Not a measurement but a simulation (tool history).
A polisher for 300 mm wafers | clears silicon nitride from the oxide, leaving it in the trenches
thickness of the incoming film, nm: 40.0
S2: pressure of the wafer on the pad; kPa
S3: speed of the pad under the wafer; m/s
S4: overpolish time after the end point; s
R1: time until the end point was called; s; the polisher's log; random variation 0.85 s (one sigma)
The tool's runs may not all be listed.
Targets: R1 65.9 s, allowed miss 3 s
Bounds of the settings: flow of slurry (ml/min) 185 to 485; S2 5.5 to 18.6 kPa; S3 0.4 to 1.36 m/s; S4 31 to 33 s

{"run": 1, "hour": 0.0, "flow of slurry (ml/min)": 310, "S2": 11.7, "S3": 0.88, "S4": 31, "R1": 88.43}
{"run": 2, "hour": 4.7, "flow of slurry (ml/min)": 270, "S2": 11.7, "S3": 0.88, "S4": 31, "R1": 88.375}
{"run": 3, "hour": 9.1, "flow of slurry (ml/min)": 270, "S2": 9.7, "S3": 0.88, "S4": 31, "R1": 107.52}
{"run": 4, "hour": 12.7, "flow of slurry (ml/min)": 270, "S2": 11.7, "S3": 0.88, "S4": 31, "R1": 89.298}
{"run": 5, "hour": 14.6, "flow of slurry (ml/min)": 270, "S2": 12.4, "S3": 0.88, "S4": 31, "R1": 84.668}
{"run": 6, "hour": 20.3, "flow of slurry (ml/min)": 270, "S2": 12.4, "S3": 0.72, "S4": 31, "R1": 100.78}
{"run": 7, "hour": 29.3, "flow of slurry (ml/min)": 270, "S2": 12.4, "S3": 0.72, "S4": 31, "R1": 101.31}
{"run": 8, "hour": 33.6, "flow of slurry (ml/min)": 270, "S2": 15.9, "S3": 0.76, "S4": 31, "R1": 78.826}
{"run": 9, "hour": 35.3, "flow of slurry (ml/min)": 270, "S2": 16.5, "S3": 0.76, "S4": 31, "R1": 74.631}
{"run": 10, "hour": 40.7, "flow of slurry (ml/min)": 270, "S2": 17.2, "S3": 0.76, "S4": 31, "R1": 70.503}

Which of these 4 next moves meets every target?
{"run": "A", "hour": 46.1, "flow of slurry (ml/min)": 330, "S2": 17.2, "S3": 0.72, "S4": 33, "R1": "?"}
{"run": "B", "hour": 46.1, "flow of slurry (ml/min)": 255, "S2": 17.2, "S3": 0.82, "S4": 33, "R1": "?"}
{"run": "C", "hour": 46.1, "flow of slurry (ml/min)": 235, "S2": 16.5, "S3": 0.76, "S4": 32, "R1": "?"}
{"run": "D", "hour": 46.1, "flow of slurry (ml/min)": 250, "S2": 15.2, "S3": 0.84, "S4": 31, "R1": "?"}

move=A R1=73.463
move=B R1=66.005
move=C R1=74.41
move=D R1=73.183
A: further off than the last run
B: meets every target
C: further off than the last run
D: further off than the last run
The right move is B.
